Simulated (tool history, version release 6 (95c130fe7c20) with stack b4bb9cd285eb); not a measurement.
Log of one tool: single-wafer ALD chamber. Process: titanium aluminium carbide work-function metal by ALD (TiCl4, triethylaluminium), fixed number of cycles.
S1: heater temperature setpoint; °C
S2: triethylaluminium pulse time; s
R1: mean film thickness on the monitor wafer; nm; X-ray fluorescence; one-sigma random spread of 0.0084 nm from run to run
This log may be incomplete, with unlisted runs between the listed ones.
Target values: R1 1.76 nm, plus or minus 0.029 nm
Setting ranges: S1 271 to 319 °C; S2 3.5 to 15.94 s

Run 1, hour 0: S1 295 °C, S2 9.72 s. Result: R1 2.0439 nm.
Run 2, hour 2.5: S1 301 °C, S2 9.72 s. Result: R1 2.1235 nm.
Run 3, hour 6.5: S1 298 °C, S2 9.47 s. Result: R1 2.072 nm.
Run 4, hour 13.7: S1 307 °C, S2 9.47 s. Result: R1 2.1627 nm.
Run 5, hour 22.1: S1 303 °C, S2 9 s. Result: R1 2.1169 nm.
Run 6, hour 27.9: S1 313 °C, S2 9 s. Result: R1 2.2218 nm.
Run 7, hour 31.2: S1 309 °C, S2 8.55 s. Result: R1 2.1783 nm.
Run 8, hour 34.4: S1 305 °C, S2 8.13 s. Result: R1 2.1158 nm.
Run 9, hour 43.3: S1 305 °C, S2 8.13 s. Result: R1 2.1122 nm.

Below are 5 possible settings for the next run. Only one of them brings all results inside the allowed miss of their targets. Which is it?
Run A, hour 52.2: S1 280 °C, S2 4.85 s. Result: R1 ?.
Run B, hour 52.2: S1 285 °C, S2 4.97 s. Result: R1 ?.
Run C, hour 52.2: S1 317 °C, S2 9.58 s. Result: R1 ?.
Run D, hour 52.2: S1 311 °C, S2 11.53 s. Result: R1 ?.
Run E, hour 52.2: S1 272 °C, S2 3.5 s. Result: R1 ?.

move      R1
   A  1.7687
   B    1.82
   C  2.2707
   D  2.2389
   E  1.6281
A: every result within its allowed miss
B: nearer than the last run, and not there yet
C: further off than the last run
D: further off than the last run
E: carries the result that was furthest off beyond its target, to the other side
The move that meets every target is A.
